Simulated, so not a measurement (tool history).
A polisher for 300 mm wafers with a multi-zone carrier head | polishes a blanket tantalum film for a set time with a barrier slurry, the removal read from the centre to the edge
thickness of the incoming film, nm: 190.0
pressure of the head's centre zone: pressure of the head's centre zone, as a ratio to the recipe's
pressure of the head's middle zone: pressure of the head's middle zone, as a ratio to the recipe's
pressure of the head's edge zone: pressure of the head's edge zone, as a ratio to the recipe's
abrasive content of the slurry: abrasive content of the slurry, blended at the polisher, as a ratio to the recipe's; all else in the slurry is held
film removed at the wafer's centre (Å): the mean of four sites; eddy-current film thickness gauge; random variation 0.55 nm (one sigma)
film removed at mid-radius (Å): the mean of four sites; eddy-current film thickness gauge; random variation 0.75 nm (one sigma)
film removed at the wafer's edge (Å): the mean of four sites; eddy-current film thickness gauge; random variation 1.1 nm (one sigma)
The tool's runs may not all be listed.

| run | hour | flow of slurry (ml/min) | pressure of the head's centre zone | pressure of the head's middle zone | pressure of the head's edge zone | abrasive content of the slurry | polishing time (s) | film removed at the wafer's centre (Å) | film removed at mid-radius (Å) | film removed at the wafer's edge (Å) |
|---|---|---|---|---|---|---|---|---|---|---|
| 1 | 0.0 | 205 | 1.00 | 1.00 | 1.00 | 1.00 | 50 | 642.40 | 653.19 | 644.11 |
| 2 | 5.4 | 205 | 1.00 | 1.00 | 0.95 | 1.00 | 50 | 637.59 | 659.26 | 634.70 |
| 3 | 11.6 | 245 | 1.00 | 1.00 | 0.95 | 1.00 | 50 | 653.54 | 685.24 | 648.60 |
| 4 | 18.6 | 245 | 0.99 | 0.98 | 0.99 | 1.10 | 50 | 671.37 | 689.75 | 683.43 |
| 5 | 21.4 | 250 | 0.98 | 0.97 | 1.02 | 1.15 | 50 | 677.17 | 686.12 | 684.47 |
| 6 | 28.0 | 250 | 0.98 | 0.97 | 1.05 | 1.15 | 50 | 669.17 | 694.36 | 717.32 |
| 7 | 32.1 | 255 | 0.99 | 0.97 | 1.07 | 1.20 | 50 | 685.20 | 697.65 | 718.17 |
| 8 | 40.8 | 260 | 0.98 | 0.96 | 1.09 | 1.25 | 51 | 713.11 | 713.32 | 760.30 |

Forecast run 9:
| 9 | 48.5 | 265 | 0.98 | 0.96 | 1.11 | 1.30 | 51 | ? | ? | ? |

Run 9 gave film removed at the wafer's centre (Å) 721.82, film removed at mid-radius (Å) 728.62, film removed at the wafer's edge (Å) 767.77.

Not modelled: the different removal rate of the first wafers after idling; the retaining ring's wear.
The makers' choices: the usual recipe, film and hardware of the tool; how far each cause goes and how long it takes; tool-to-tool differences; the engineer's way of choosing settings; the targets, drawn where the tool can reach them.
